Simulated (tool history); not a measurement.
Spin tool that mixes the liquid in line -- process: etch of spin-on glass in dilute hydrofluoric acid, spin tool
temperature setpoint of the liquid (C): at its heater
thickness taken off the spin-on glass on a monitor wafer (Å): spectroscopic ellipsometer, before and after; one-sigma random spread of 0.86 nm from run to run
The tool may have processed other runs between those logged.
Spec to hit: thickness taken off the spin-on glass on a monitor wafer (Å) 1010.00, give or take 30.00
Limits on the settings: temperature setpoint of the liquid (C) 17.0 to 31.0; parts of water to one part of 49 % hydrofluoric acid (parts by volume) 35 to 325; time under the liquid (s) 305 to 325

run  hour  temperature setpoint of the liquid (C)  parts of water to one part of 49 % hydrofluoric acid (parts by volume)  time under the liquid (s)  thickness taken off the spin-on glass on a monitor wafer (Å)
  1   0.0                                    23.0                                                                     180                        305                                                        359.15
  2   2.2                                    25.5                                                                     145                        305                                                        511.34
  3   9.3                                    25.5                                                                     145                        325                                                        545.54
  4  15.7                                    27.0                                                                     125                        325                                                        682.71
  5  23.5                                    28.0                                                                     115                        325                                                        777.06
  6  30.3                                    29.0                                                                     110                        325                                                        849.90
  7  36.4                                    29.5                                                                     105                        325                                                        916.26
  8  42.0                                    30.0                                                                     105                        325                                                        932.71
     51.0  -- thermometer replaced
  9  51.0                                    30.5                                                                     105                        325                                                       1046.70

Pick the move, out of 4, that brings all results within their allowed miss; only one does.
  A  60.0                                    31.0                                                                     110                        325                                                             ?
  B  60.0                                    31.0                                                                     105                        325                                                             ?
  C  60.0                                    30.5                                                                      95                        305                                                             ?
  D  60.0                                    27.5                                                                      90                        320                                                             ?

move  thickness taken off the spin-on glass on a monitor wafer (Å)
   A                                                       1020.60
   B                                                       1076.90
   C                                                       1112.30
   D                                                       1106.50
A: every result lands within tolerance
B: the biggest miss grows against the last run
C: the biggest miss grows against the last run
D: the biggest miss grows against the last run
The right move is A.

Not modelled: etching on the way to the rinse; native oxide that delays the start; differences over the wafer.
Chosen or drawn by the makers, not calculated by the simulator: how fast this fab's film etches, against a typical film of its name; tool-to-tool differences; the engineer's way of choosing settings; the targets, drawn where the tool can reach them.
